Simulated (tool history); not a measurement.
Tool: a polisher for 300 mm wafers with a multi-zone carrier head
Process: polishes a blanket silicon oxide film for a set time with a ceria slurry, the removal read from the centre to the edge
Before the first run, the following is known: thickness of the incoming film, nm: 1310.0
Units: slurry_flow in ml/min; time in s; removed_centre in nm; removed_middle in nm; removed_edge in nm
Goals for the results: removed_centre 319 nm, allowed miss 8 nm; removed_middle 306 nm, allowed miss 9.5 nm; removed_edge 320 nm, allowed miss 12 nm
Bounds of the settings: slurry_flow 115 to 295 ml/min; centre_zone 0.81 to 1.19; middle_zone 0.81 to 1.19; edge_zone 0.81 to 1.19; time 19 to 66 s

{"run": 1, "hour": 0.0, "slurry_flow": 190, "centre_zone": 1, "middle_zone": 1, "edge_zone": 1, "time": 42, "removed_centre": 214.98, "removed_middle": 219.16, "removed_edge": 224.48}
{"run": 2, "hour": 7.7, "slurry_flow": 190, "centre_zone": 1.04, "middle_zone": 1, "edge_zone": 1, "time": 42, "removed_centre": 223.84, "removed_middle": 217.4, "removed_edge": 222.9}
{"run": 3, "hour": 10.6, "slurry_flow": 190, "centre_zone": 1.04, "middle_zone": 1.06, "edge_zone": 1, "time": 42, "removed_centre": 224.19, "removed_middle": 231.11, "removed_edge": 224.53}
{"run": 4, "hour": 16.9, "slurry_flow": 190, "centre_zone": 1.04, "middle_zone": 1.13, "edge_zone": 1, "time": 42, "removed_centre": 221.91, "removed_middle": 241.22, "removed_edge": 217.99}
{"run": 5, "hour": 25.5, "slurry_flow": 160, "centre_zone": 1.04, "middle_zone": 1.13, "edge_zone": 1, "time": 42, "removed_centre": 210.24, "removed_middle": 232.51, "removed_edge": 212.04}
{"run": 6, "hour": 30.4, "slurry_flow": 160, "centre_zone": 1.04, "middle_zone": 1.13, "edge_zone": 1, "time": 51, "removed_centre": 255.27, "removed_middle": 279.69, "removed_edge": 258.02}
{"run": 7, "hour": 33.2, "slurry_flow": 195, "centre_zone": 1.05, "middle_zone": 1.1, "edge_zone": 1.04, "time": 51, "removed_centre": 277.13, "removed_middle": 286.68, "removed_edge": 275.51}
{"run": 8, "hour": 36.9, "slurry_flow": 215, "centre_zone": 1.05, "middle_zone": 1.09, "edge_zone": 1.07, "time": 51, "removed_centre": 286.09, "removed_middle": 291.64, "removed_edge": 289.86}
{"run": 9, "hour": 42.8, "slurry_flow": 215, "centre_zone": 1.05, "middle_zone": 1.09, "edge_zone": 1.07, "time": 51, "removed_centre": 288.77, "removed_middle": 293.64, "removed_edge": 288.55}
{"run": 10, "hour": 45.7, "slurry_flow": 230, "centre_zone": 1.05, "middle_zone": 1.08, "edge_zone": 1.09, "time": 51, "removed_centre": 289.18, "removed_middle": 298.21, "removed_edge": 291.86}
{"run": 11, "hour": 48.9, "slurry_flow": 230, "centre_zone": 1.05, "middle_zone": 1.08, "edge_zone": 1.09, "time": 51, "removed_centre": 294.03, "removed_middle": 293.51, "removed_edge": 289.52}
{"run": 12, "hour": 53.5, "slurry_flow": 240, "centre_zone": 1.05, "middle_zone": 1.07, "edge_zone": 1.11, "time": 52, "removed_centre": 296.91, "removed_middle": 299.6, "removed_edge": 304.39}
{"run": 13, "hour": 57.7, "slurry_flow": 250, "centre_zone": 1.06, "middle_zone": 1.06, "edge_zone": 1.12, "time": 52, "removed_centre": 304.69, "removed_middle": 304.37, "removed_edge": 308.39}
{"hour": 64.4, "done": "slurry nozzle cleaned"}
{"run": 14, "hour": 64.4, "slurry_flow": 255, "centre_zone": 1.07, "middle_zone": 1.05, "edge_zone": 1.13, "time": 52, "removed_centre": 340.09, "removed_middle": 328.47, "removed_edge": 319.8}
{"run": 15, "hour": 68.4, "slurry_flow": 240, "centre_zone": 1.07, "middle_zone": 1.04, "edge_zone": 1.14, "time": 52, "removed_centre": 336.39, "removed_middle": 321.61, "removed_edge": 327.95}
{"run": 16, "hour": 74.1, "slurry_flow": 240, "centre_zone": 1.06, "middle_zone": 1.03, "edge_zone": 1.13, "time": 52, "removed_centre": 334.35, "removed_middle": 320.09, "removed_edge": 324.55}
{"run": 17, "hour": 78.8, "slurry_flow": 240, "centre_zone": 1.05, "middle_zone": 1.02, "edge_zone": 1.12, "time": 52, "removed_centre": 328.28, "removed_middle": 317.15, "removed_edge": 325.37}
{"run": 18, "hour": 83.0, "slurry_flow": 235, "centre_zone": 1.05, "middle_zone": 1.01, "edge_zone": 1.11, "time": 52, "removed_centre": 329.22, "removed_middle": 315.33, "removed_edge": 315.34}

Pick the move, out of 4, that brings all results within their allowed miss; only one does.
{"run": "A", "hour": 87.2, "slurry_flow": 245, "centre_zone": 1.04, "middle_zone": 0.92, "edge_zone": 1.15, "time": 54, "removed_centre": "?", "removed_middle": "?", "removed_edge": "?"}
{"run": "B", "hour": 87.2, "slurry_flow": 245, "centre_zone": 1.01, "middle_zone": 1.13, "edge_zone": 1.08, "time": 50, "removed_centre": "?", "removed_middle": "?", "removed_edge": "?"}
{"run": "C", "hour": 87.2, "slurry_flow": 195, "centre_zone": 1.06, "middle_zone": 1.03, "edge_zone": 1.19, "time": 51, "removed_centre": "?", "removed_middle": "?", "removed_edge": "?"}
{"run": "D", "hour": 87.2, "slurry_flow": 230, "centre_zone": 0.97, "middle_zone": 0.98, "edge_zone": 1.19, "time": 52, "removed_centre": "?", "removed_middle": "?", "removed_edge": "?"}

move=A removed_centre=336.49 removed_middle=307.79 removed_edge=338.04
move=B removed_centre=302.96 removed_middle=339.27 removed_edge=302.31
move=C removed_centre=312.72 removed_middle=309.44 removed_edge=316.82
move=D removed_centre=299.46 removed_middle=310.06 removed_edge=329.1
A: its largest miss is bigger than the last run's
B: the result that was furthest off in the last run now lies on the other side of its target
C: all results land within tolerance of their targets
D: the result that was furthest off in the last run now lies on the other side of its target
Move C is the one to make.

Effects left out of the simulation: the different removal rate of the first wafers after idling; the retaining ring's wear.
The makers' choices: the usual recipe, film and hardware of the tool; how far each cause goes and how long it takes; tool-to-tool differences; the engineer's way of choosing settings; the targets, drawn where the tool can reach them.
